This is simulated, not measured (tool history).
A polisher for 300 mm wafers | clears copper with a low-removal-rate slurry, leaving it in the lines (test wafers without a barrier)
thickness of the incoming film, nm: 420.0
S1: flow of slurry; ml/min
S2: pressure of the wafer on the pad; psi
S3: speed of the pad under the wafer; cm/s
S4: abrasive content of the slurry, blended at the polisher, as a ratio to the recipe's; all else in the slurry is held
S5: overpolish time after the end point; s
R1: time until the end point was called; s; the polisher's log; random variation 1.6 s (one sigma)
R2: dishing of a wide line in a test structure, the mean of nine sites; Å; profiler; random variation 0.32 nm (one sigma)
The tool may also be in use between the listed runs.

run 1 day=0 | S1=250 S2=2.6 S3=130 S4=1 S5=21 | R1=125.2 R2=484.67
run 2 day=0.246 | S1=250 S2=2.4 S3=136 S4=1 S5=19 | R1=127.3 R2=457.14
run 3 day=0.425 | S1=250 S2=2.6 S3=124 S4=1 S5=17 | R1=125.54 R2=408.61
run 4 day=0.512 | S1=235 S2=2.8 S3=114 S4=0.95 S5=15 | R1=133.87 R2=365.11
run 5 day=0.867 | S1=235 S2=2.5 S3=114 S4=0.95 S5=15 | R1=146.77 R2=319.49
run 6 day=1.171 | S1=210 S2=2.5 S3=114 S4=0.95 S5=15 | R1=145.89 R2=318.2
run 7 day=1.521 | S1=200 S2=2.4 S3=116 S4=1.05 S5=14 | R1=142.9 R2=305.36
run 8 day=1.792 | S1=195 S2=2.3 S3=118 S4=1.1 S5=13 | R1=151.48 R2=269.24
run 9 day=1.95 | S1=195 S2=2.3 S3=118 S4=1.1 S5=13 | R1=152.48 R2=271.17
run 10 day=2 | S1=205 S2=1.8 S3=154 S4=1.15 S5=6 | R1=142.44 R2=137.39
run 11 day=2.117 | S1=205 S2=1.9 S3=156 S4=1.15 S5=6 | R1=137.55 R2=142.98
run 12 day=2.379 | S1=205 S2=2 S3=158 S4=1.15 S5=6 | R1=131.16 R2=150.35

Run 13 comes next. What will it give?
run 13 day=2.525 | S1=205 S2=2 S3=160 S4=1.15 S5=6 | R1=? R2=?

R1: 127.21 s
R2: 152.87 Å

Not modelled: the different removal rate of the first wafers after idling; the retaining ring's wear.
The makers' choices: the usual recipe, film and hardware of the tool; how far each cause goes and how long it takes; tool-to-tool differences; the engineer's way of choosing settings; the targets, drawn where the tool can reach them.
